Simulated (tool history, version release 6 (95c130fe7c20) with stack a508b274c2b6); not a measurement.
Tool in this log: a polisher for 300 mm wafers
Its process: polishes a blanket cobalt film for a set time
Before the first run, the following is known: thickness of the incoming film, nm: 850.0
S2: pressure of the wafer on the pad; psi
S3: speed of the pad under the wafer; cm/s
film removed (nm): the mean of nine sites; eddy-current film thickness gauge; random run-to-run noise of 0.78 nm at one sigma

Run 1, hour 0: flow of slurry (ml/min) 240, S2 1.8 psi, S3 100 cm/s, polishing time (s) 42. Result: film removed (nm) 210.76.
Run 2, hour 3: flow of slurry (ml/min) 240, S2 1.7 psi, S3 100 cm/s, polishing time (s) 42. Result: film removed (nm) 199.17.
Run 3, hour 11.9: flow of slurry (ml/min) 240, S2 1.6 psi, S3 100 cm/s, polishing time (s) 42. Result: film removed (nm) 189.52.
Run 4, hour 19.2: flow of slurry (ml/min) 240, S2 1.6 psi, S3 100 cm/s, polishing time (s) 42. Result: film removed (nm) 188.08.
Run 5, hour 24: flow of slurry (ml/min) 270, S2 1.6 psi, S3 100 cm/s, polishing time (s) 42. Result: film removed (nm) 188.84.
Run 6, hour 29.1: flow of slurry (ml/min) 270, S2 1.6 psi, S3 100 cm/s, polishing time (s) 38. Result: film removed (nm) 170.38.
Run 7, hour 32.6: flow of slurry (ml/min) 270, S2 1.5 psi, S3 100 cm/s, polishing time (s) 38. Result: film removed (nm) 161.64.

Run 8 is up next; what results do you expect?
Run 8, hour 36.2: flow of slurry (ml/min) 270, S2 1.3 psi, S3 100 cm/s, polishing time (s) 38. Result: film removed (nm) ?.

Run 8 measured film removed (nm) 141.87.

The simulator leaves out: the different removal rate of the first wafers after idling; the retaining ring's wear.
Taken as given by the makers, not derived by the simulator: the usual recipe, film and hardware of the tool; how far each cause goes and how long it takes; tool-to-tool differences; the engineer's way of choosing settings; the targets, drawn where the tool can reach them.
